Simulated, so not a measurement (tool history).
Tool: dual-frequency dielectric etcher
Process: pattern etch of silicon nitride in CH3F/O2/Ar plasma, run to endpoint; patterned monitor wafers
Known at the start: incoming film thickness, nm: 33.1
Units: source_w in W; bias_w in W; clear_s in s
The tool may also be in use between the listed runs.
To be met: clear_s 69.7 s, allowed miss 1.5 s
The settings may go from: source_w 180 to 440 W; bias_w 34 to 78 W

run    day  source_w  bias_w  clear_s
  1      0       310      56   58.469
  2  0.104       350      56    55.16
  3  0.346       330      55   57.211
  4  0.479       290      55   59.641
  5  0.525       330      55   56.502
  6  0.892       310      54   59.019
  7  1.242       290      53   60.714
  8  1.492       280      52   61.744
  9  1.592       270      51   63.895
 10  1.912       260      51   64.487
 11  1.988       250      51   65.017
 12  2.042       240      51   67.538
 13    2.4       230      51   67.843

Which of these 5 next moves meets every target?
  A  2.758       230      56        ?
  B  2.758       200      56        ?
  C  2.758       190      52        ?
  D  2.758       270      48        ?
  E  2.758       190      67        ?

move  clear_s
   A   65.405
   B   69.361
   C   73.116
   D   65.121
   E   65.729
A: further off than the last run
B: meets every target
C: takes the result that was furthest off past its target
D: further off than the last run
E: further off than the last run
Answer: B

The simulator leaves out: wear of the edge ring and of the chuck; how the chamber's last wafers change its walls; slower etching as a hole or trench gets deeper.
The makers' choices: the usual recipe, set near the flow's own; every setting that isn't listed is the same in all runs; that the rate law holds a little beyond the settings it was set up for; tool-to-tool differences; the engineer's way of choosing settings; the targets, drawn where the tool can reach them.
